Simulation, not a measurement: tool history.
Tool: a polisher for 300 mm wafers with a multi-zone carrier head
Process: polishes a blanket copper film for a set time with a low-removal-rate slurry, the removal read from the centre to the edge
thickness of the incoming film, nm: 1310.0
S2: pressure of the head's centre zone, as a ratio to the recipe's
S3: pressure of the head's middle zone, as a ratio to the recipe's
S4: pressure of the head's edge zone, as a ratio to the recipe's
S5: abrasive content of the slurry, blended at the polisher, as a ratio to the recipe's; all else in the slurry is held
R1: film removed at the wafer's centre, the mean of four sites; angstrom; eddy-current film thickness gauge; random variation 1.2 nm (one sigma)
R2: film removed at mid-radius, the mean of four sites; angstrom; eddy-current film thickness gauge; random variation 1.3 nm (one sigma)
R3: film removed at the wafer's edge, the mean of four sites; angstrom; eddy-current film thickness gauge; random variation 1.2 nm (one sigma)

Run 1, hour 0.0: flow of slurry (ml/min) 215, S2 1.00, S3 1.00, S4 1.00, S5 1.00, polishing time (s) 32. Result: R1 1135.8 angstrom, R2 1181.9 angstrom, R3 1163.5 angstrom.
Run 2, hour 6.3: flow of slurry (ml/min) 225, S2 1.02, S3 1.02, S4 1.02, S5 1.05, polishing time (s) 32. Result: R1 1180.6 angstrom, R2 1221.2 angstrom, R3 1191.8 angstrom.
Run 3, hour 13.8: flow of slurry (ml/min) 175, S2 1.02, S3 1.02, S4 1.02, S5 1.05, polishing time (s) 32. Result: R1 1173.8 angstrom, R2 1207.2 angstrom, R3 1177.8 angstrom.
Run 4, hour 17.3: flow of slurry (ml/min) 175, S2 1.06, S3 1.02, S4 1.02, S5 1.05, polishing time (s) 32. Result: R1 1211.3 angstrom, R2 1190.3 angstrom, R3 1172.1 angstrom.
Run 5, hour 24.8: flow of slurry (ml/min) 180, S2 1.07, S3 1.04, S4 1.05, S5 1.10, polishing time (s) 32. Result: R1 1252.3 angstrom, R2 1235.7 angstrom, R3 1217.3 angstrom.
Run 6, hour 32.3: flow of slurry (ml/min) 180, S2 1.07, S3 0.98, S4 1.05, S5 1.10, polishing time (s) 32. Result: R1 1248.2 angstrom, R2 1155.0 angstrom, R3 1209.9 angstrom.
Run 7, hour 37.9: flow of slurry (ml/min) 185, S2 1.08, S3 1.01, S4 1.07, S5 1.15, polishing time (s) 32. Result: R1 1292.7 angstrom, R2 1221.6 angstrom, R3 1240.8 angstrom.
Run 8, hour 40.0: flow of slurry (ml/min) 190, S2 1.09, S3 1.03, S4 1.09, S5 1.15, polishing time (s) 32. Result: R1 1309.2 angstrom, R2 1243.4 angstrom, R3 1260.6 angstrom.

The next listed run, before its measurement:
Run 9, hour 44.5: flow of slurry (ml/min) 195, S2 1.10, S3 1.05, S4 1.10, S5 1.15, polishing time (s) 32. Result: R1 ?, R2 ?, R3 ?.

Run 9 gave R1 1312.2 angstrom, R2 1257.3 angstrom, R3 1262.1 angstrom.
